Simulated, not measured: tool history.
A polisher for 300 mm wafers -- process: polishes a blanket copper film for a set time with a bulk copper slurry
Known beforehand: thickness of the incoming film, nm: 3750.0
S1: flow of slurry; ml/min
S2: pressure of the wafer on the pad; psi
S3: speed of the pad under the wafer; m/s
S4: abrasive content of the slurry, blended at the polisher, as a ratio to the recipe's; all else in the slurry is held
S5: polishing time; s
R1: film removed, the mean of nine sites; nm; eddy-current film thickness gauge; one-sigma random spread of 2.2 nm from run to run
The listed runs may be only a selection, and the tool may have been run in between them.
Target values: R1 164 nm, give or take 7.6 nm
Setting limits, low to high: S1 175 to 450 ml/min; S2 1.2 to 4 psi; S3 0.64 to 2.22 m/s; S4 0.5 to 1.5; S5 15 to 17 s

Run 1, day 0: S1 290 ml/min, S2 2.6 psi, S3 1.42 m/s, S4 1, S5 17 s. Result: R1 225.23 nm.
Run 2, day 0.267: S1 290 ml/min, S2 2.6 psi, S3 1.42 m/s, S4 1.1, S5 17 s. Result: R1 227.84 nm.
Run 3, day 0.5: S1 290 ml/min, S2 2.6 psi, S3 1.78 m/s, S4 1.1, S5 17 s. Result: R1 282.41 nm.
Run 4, day 0.542: S1 290 ml/min, S2 3 psi, S3 1.78 m/s, S4 1.1, S5 17 s. Result: R1 317.06 nm.
Run 5, day 0.867: S1 290 ml/min, S2 3 psi, S3 1.48 m/s, S4 1.1, S5 17 s. Result: R1 277.47 nm.
Run 6, day 0.925: S1 290 ml/min, S2 3 psi, S3 1.48 m/s, S4 1.1, S5 17 s. Result: R1 264.58 nm.
Run 7, day 1.296: S1 290 ml/min, S2 2.8 psi, S3 1.46 m/s, S4 1.1, S5 17 s. Result: R1 245.55 nm.
Run 8, day 1.342: S1 290 ml/min, S2 2.7 psi, S3 1.46 m/s, S4 1.1, S5 17 s. Result: R1 238.85 nm.
Run 9, day 1.412: S1 290 ml/min, S2 2.6 psi, S3 1.46 m/s, S4 1.1, S5 17 s. Result: R1 236.11 nm.
Run 10, day 1.717: S1 290 ml/min, S2 2.5 psi, S3 1.44 m/s, S4 1.1, S5 17 s. Result: R1 220.35 nm.
Run 11, day 1.808: S1 290 ml/min, S2 1.8 psi, S3 1.4 m/s, S4 1.1, S5 17 s. Result: R1 160.8 nm.
Run 12, day 2.162: S1 290 ml/min, S2 1.8 psi, S3 1.4 m/s, S4 1.1, S5 17 s. Result: R1 153.96 nm.

Which of these 5 next moves meets every target?
Run A, day 2.517: S1 345 ml/min, S2 1.9 psi, S3 1.6 m/s, S4 0.75, S5 16 s. Result: R1 ?.
Run B, day 2.517: S1 285 ml/min, S2 1.8 psi, S3 1.44 m/s, S4 1.2, S5 15 s. Result: R1 ?.
Run C, day 2.517: S1 275 ml/min, S2 1.5 psi, S3 1.52 m/s, S4 1.1, S5 17 s. Result: R1 ?.
Run D, day 2.517: S1 285 ml/min, S2 2.3 psi, S3 1.08 m/s, S4 1.15, S5 15 s. Result: R1 ?.
Run E, day 2.517: S1 355 ml/min, S2 2 psi, S3 1.1 m/s, S4 1.15, S5 17 s. Result: R1 ?.

move      R1
   A  168.21
   B  144.78
   C  142.31
   D  138.42
   E  142.32
A: every result lands within tolerance
B: misses by more than the last run did
C: misses by more than the last run did
D: misses by more than the last run did
E: misses by more than the last run did
The right move is A.
